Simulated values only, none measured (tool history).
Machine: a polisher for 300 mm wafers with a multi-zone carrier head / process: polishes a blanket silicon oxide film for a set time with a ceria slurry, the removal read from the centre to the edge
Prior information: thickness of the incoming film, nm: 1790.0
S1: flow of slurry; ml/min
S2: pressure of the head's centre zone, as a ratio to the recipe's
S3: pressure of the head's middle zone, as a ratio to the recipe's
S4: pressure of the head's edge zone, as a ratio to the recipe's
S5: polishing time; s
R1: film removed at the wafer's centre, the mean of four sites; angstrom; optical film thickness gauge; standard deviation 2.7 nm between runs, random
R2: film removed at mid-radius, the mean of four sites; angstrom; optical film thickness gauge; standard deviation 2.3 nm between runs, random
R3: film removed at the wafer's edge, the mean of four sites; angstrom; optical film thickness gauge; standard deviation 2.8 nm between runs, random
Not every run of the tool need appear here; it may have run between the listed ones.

run,hour,S1,S2,S3,S4,S5,R1,R2,R3
1,0,145,1,1,1,57,3509.2,3583.3,3454.1
2,6.2,145,1.07,1,1,57,3757.6,3548.8,3499.5
3,13,145,1.07,1.06,1,57,3741.5,3803.6,3517.2
4,14,145,1.07,1.06,0.96,57,3801.5,3777.2,3443.1
5,14.9,140,1.07,1.02,0.92,54,3499.6,3372,3174.4
6,16.5,135,1.1,1.01,0.89,52,3406,3266.6,2979.5

What will run 7 give?
7,25.2,125,1.12,0.97,0.87,52,?,?,?

Run 7 produced R1 3387.9 angstrom, R2 3041.1 angstrom, R3 2916.8 angstrom.
